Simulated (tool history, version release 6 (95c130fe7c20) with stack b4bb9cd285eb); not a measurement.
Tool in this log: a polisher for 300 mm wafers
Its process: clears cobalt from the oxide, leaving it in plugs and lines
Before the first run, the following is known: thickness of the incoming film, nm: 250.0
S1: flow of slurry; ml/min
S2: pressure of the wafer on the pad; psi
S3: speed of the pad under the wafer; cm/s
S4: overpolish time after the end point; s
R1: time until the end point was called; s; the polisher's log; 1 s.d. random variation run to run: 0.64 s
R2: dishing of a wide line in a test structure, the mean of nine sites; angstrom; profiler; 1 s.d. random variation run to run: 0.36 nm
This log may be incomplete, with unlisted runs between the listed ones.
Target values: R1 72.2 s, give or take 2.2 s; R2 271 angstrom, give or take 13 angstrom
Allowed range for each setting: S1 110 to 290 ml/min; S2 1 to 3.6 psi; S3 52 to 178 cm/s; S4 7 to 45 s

run,day,S1,S2,S3,S4,R1,R2
1,0,185,2.3,114,23,50.837,485.98
2,0.325,185,2.3,138,23,41.788,509.66
3,0.492,185,2.3,164,23,36.097,542.25
4,0.817,195,2.1,156,20,40.076,513.49
5,1.075,180,2.2,136,18,44.952,465.15
6,1.242,165,2.2,126,16,48.461,441.77
7,1.562,155,2.2,118,14,51.817,383.47
# day 1.6: head pressure recalibrated
8,1.6,145,2.1,116,13,50.033,381.19
9,1.867,140,1.9,112,12,56.575,346.82
10,2.054,140,1.8,112,11,58.453,318.88
11,2.329,145,1.7,112,11,61.281,300.55
12,2.696,155,1.6,112,11,62.524,301.85
13,2.733,130,1.3,112,7,72.299,193.53
14,2.758,145,1.3,110,7,72.215,193.61
15,2.821,145,1.4,108,8,70.422,212.32
16,3.038,140,1.5,102,19,72.42,391.81
17,3.192,160,1.5,102,19,70.743,390.56
18,3.242,165,1.4,104,18,72.234,373.01

Exactly one of the 5 candidate moves below puts every result within its allowed miss. Which one?
A,3.292,145,1.1,112,12,?,?
B,3.292,175,1.1,120,27,?,?
C,3.292,165,1.6,106,12,?,?
D,3.292,170,1.4,104,13,?,?
E,3.292,205,1,124,11,?,?

move,R1,R2
A,79.224,272.04
B,72.419,463.52
C,65.658,310.16
D,72.49,306.36
E,72.589,272.07
A: puts the biggest miss on target and leaves a different result outside tolerance
B: lands further from the targets than the last run did
C: nearer than the last run, and not there yet
D: nearer than the last run, and not there yet
E: each result inside its tolerance
Go with E: it meets all targets.

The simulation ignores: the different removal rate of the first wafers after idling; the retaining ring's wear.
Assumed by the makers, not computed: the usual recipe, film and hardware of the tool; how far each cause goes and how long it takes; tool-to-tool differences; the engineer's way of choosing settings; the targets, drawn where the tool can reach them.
